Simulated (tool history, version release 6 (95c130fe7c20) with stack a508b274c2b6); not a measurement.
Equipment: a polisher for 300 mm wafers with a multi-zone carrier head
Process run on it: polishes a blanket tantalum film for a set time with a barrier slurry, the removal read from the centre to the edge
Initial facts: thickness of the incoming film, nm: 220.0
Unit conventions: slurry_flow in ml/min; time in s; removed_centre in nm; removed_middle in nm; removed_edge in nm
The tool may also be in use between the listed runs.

run    day  slurry_flow  centre_zone  middle_zone  edge_zone  slurry_solids  time  removed_centre  removed_middle  removed_edge
  1  0.000          295         1.00         1.00       1.00           1.00    36          75.277          77.688        73.498
  2  0.050          295         1.01         0.99       0.99           0.95    35          70.831          72.904        68.600
  3  0.350          295         1.01         0.99       0.99           0.95    30          62.043          61.034        59.749
  4  0.579          295         1.02         0.98       0.97           0.90    30          61.589          60.879        58.619
  5  0.954          295         1.04         0.97       0.96           0.85    30          60.722          59.000        57.581
  6  0.975          295         1.04         0.97       0.88           0.85    30          60.038          59.207        55.106
  7  1.046          295         1.06         0.96       0.87           0.80    30          61.568          57.925        54.465
  8  1.408          295         1.07         0.95       0.87           0.75    30          58.446          54.465        52.244

Run 9 is up next; what results do you expect?
  9  1.467          290         1.16         0.88       0.81           0.65    30               ?               ?             ?

removed_centre: 60.893 nm
removed_middle: 48.595 nm
removed_edge: 47.636 nm
